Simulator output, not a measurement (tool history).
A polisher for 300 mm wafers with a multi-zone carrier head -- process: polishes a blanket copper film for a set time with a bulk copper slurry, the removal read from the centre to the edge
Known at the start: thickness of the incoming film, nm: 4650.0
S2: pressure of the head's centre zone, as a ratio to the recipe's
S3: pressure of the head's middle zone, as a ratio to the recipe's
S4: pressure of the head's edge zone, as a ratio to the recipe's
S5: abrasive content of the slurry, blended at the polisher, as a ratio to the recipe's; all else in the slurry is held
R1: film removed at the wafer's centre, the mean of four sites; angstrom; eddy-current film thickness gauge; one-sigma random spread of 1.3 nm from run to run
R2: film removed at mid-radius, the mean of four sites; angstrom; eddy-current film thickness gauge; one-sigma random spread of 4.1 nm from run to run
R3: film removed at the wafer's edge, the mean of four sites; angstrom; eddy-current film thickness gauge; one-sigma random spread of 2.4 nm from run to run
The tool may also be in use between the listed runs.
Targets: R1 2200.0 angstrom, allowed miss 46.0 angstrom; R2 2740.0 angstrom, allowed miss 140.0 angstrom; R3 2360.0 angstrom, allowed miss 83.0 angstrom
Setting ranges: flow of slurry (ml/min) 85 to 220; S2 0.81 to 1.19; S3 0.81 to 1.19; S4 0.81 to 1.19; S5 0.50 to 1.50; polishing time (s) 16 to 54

Run 1, hour 0.0: flow of slurry (ml/min) 140, S2 1.00, S3 1.00, S4 1.00, S5 1.00, polishing time (s) 35. Result: R1 2510.1 angstrom, R2 2467.5 angstrom, R3 2545.6 angstrom.
Run 2, hour 8.2: flow of slurry (ml/min) 130, S2 0.98, S3 1.05, S4 0.98, S5 1.00, polishing time (s) 35. Result: R1 2392.6 angstrom, R2 2523.9 angstrom, R3 2432.3 angstrom.
Run 3, hour 14.9: flow of slurry (ml/min) 150, S2 0.98, S3 1.05, S4 0.98, S5 1.00, polishing time (s) 35. Result: R1 2446.5 angstrom, R2 2688.2 angstrom, R3 2520.8 angstrom.
Run 4, hour 17.4: flow of slurry (ml/min) 140, S2 0.96, S3 1.07, S4 0.97, S5 1.00, polishing time (s) 35. Result: R1 2359.5 angstrom, R2 2609.6 angstrom, R3 2526.4 angstrom.
Run 5, hour 23.5: flow of slurry (ml/min) 155, S2 0.96, S3 1.07, S4 0.97, S5 1.00, polishing time (s) 35. Result: R1 2443.4 angstrom, R2 2667.0 angstrom, R3 2535.0 angstrom.
Run 6, hour 31.1: flow of slurry (ml/min) 130, S2 0.96, S3 1.07, S4 0.97, S5 1.00, polishing time (s) 35. Result: R1 2316.9 angstrom, R2 2623.0 angstrom, R3 2465.8 angstrom.
Run 7, hour 37.0: flow of slurry (ml/min) 125, S2 0.96, S3 1.09, S4 0.96, S5 1.00, polishing time (s) 35. Result: R1 2325.8 angstrom, R2 2561.7 angstrom, R3 2435.7 angstrom.
Run 8, hour 42.7: flow of slurry (ml/min) 145, S2 0.86, S3 1.19, S4 0.86, S5 1.00, polishing time (s) 35. Result: R1 2143.6 angstrom, R2 2818.5 angstrom, R3 2353.5 angstrom.

5 next moves are on the table. One of them brings every result within its allowed miss. Which?
Run A, hour 48.4: flow of slurry (ml/min) 125, S2 0.89, S3 1.15, S4 0.84, S5 1.05, polishing time (s) 36. Result: R1 ?, R2 ?, R3 ?.
Run B, hour 48.4: flow of slurry (ml/min) 175, S2 0.85, S3 1.19, S4 0.82, S5 1.20, polishing time (s) 36. Result: R1 ?, R2 ?, R3 ?.
Run C, hour 48.4: flow of slurry (ml/min) 115, S2 0.85, S3 1.02, S4 0.89, S5 0.80, polishing time (s) 42. Result: R1 ?, R2 ?, R3 ?.
Run D, hour 48.4: flow of slurry (ml/min) 155, S2 0.91, S3 1.14, S4 0.86, S5 0.95, polishing time (s) 35. Result: R1 ?, R2 ?, R3 ?.
Run E, hour 48.4: flow of slurry (ml/min) 140, S2 0.92, S3 1.10, S4 0.93, S5 1.20, polishing time (s) 35. Result: R1 ?, R2 ?, R3 ?.

move      R1      R2      R3
   A  2215.9  2769.8  2383.5
   B  2359.5  3133.0  2553.2
   C  2273.4  2761.8  2660.7
   D  2280.3  2753.2  2375.4
   E  2362.6  2762.7  2546.7
A: all results in spec
B: takes the biggest miss from the last run beyond its target
C: takes the biggest miss from the last run beyond its target
D: takes the biggest miss from the last run beyond its target
E: takes the biggest miss from the last run beyond its target
A is the move that brings every result within its allowed miss.
